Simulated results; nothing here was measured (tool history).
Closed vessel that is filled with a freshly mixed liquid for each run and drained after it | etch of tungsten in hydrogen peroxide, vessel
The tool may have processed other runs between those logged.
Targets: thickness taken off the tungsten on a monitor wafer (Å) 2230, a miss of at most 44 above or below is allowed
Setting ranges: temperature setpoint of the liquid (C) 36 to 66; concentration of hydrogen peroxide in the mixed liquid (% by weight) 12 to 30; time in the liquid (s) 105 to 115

run	hour	temperature setpoint of the liquid (C)	concentration of hydrogen peroxide in the mixed liquid (% by weight)	time in the liquid (s)	thickness taken off the tungsten on a monitor wafer (Å)
1	0	52	20.5	105	2748.2
2	4	52	25	105	3021.4
3	11.9	52	28.5	105	3235.1
4	15.1	50.5	28.5	105	2966.2
5	19.8	50.5	30	105	3036.6
6	26	50.5	30	105	3007.3
7	33	49	30	105	2776.8
8	41.3	49	30	105	2783
9	49.2	48	30	105	2564.3
10	52.1	47.5	30	105	2529.2
11	54.5	47	30	105	2456.7
12	62.9	46.5	30	105	2383
13	66.9	45	30	105	2152

Of the 5 settings listed for the next run, only one would bring every result within its allowed miss of target. Which one?
A	70.9	42.5	30	115	?
B	70.9	44	30	115	?
C	70.9	44	29.5	105	?
D	70.9	47	28	105	?
E	70.9	46.5	30	105	?

move	thickness taken off the tungsten on a monitor wafer (Å)
A	2008.7
B	2210.3
C	2001.2
D	2354.3
E	2362.1
A: its largest miss is bigger than the last run's
B: in spec on every target
C: its largest miss is bigger than the last run's
D: pushes the last run's worst result past its target
E: pushes the last run's worst result past its target
So the answer is move B, the one that meets all the targets.
